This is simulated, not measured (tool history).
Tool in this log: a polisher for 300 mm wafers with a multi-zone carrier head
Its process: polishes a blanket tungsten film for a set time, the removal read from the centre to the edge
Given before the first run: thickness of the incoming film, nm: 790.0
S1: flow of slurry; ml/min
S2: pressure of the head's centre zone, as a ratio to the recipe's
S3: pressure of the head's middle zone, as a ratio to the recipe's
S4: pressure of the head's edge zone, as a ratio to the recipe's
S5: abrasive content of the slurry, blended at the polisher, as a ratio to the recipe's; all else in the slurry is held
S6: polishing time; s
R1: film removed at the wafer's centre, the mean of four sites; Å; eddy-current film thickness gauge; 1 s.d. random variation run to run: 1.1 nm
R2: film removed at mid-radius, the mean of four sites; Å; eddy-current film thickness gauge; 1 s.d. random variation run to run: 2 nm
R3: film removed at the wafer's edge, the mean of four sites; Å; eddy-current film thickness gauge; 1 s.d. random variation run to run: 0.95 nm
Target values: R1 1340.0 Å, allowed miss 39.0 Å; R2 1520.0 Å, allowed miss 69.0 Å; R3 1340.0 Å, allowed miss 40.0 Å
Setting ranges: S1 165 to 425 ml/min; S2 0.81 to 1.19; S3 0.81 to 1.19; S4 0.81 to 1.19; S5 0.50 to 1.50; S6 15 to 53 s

run	day	S1	S2	S3	S4	S5	S6	R1	R2	R3
1	0.000	275	1.00	1.00	1.00	1.00	34	1222.3	1206.8	1195.8
2	0.062	310	1.00	1.00	1.00	1.00	34	1237.9	1263.2	1202.1
3	0.404	310	1.07	1.00	1.00	1.00	34	1327.1	1219.7	1200.5
4	0.617	310	1.07	1.00	1.06	1.00	34	1320.4	1230.1	1250.3
5	0.942	325	1.06	1.03	1.07	1.05	34	1315.8	1275.6	1268.2
6	1.004	325	1.06	1.03	1.07	1.05	29	1129.9	1126.2	1083.5
7	1.342	335	1.06	1.06	1.09	1.15	30	1206.1	1188.1	1150.6
8	1.517	350	1.04	1.09	1.10	1.25	31	1254.6	1262.3	1235.8
9	1.662	310	0.97	1.19	1.00	1.45	35	1384.5	1621.8	1360.5
10	1.838	305	0.97	1.17	1.00	1.45	35	1382.3	1581.8	1358.2
11	2.029	300	0.97	1.16	1.00	1.45	35	1344.4	1586.0	1365.2

Which one of the following 5 next-run settings gets every result inside its allowed miss? There is exactly one.
A	2.221	275	0.93	1.19	0.97	1.45	36	?	?	?
B	2.221	360	0.97	1.11	1.00	1.45	36	?	?	?
C	2.221	285	0.96	1.12	1.07	1.45	35	?	?	?
D	2.221	355	0.99	1.14	1.03	1.10	36	?	?	?
E	2.221	330	0.94	1.07	1.01	1.45	36	?	?	?

move	R1	R2	R3
A	1313.8	1672.5	1371.1
B	1403.2	1609.4	1415.5
C	1322.7	1547.6	1400.9
D	1323.6	1521.3	1326.1
E	1349.2	1549.6	1415.7
A: the biggest miss grows against the last run
B: the biggest miss grows against the last run
C: meets the target for the result that was furthest off, but another lies outside its allowed miss
D: all results in spec
E: meets the target for the result that was furthest off, but another lies outside its allowed miss
D meets every target.
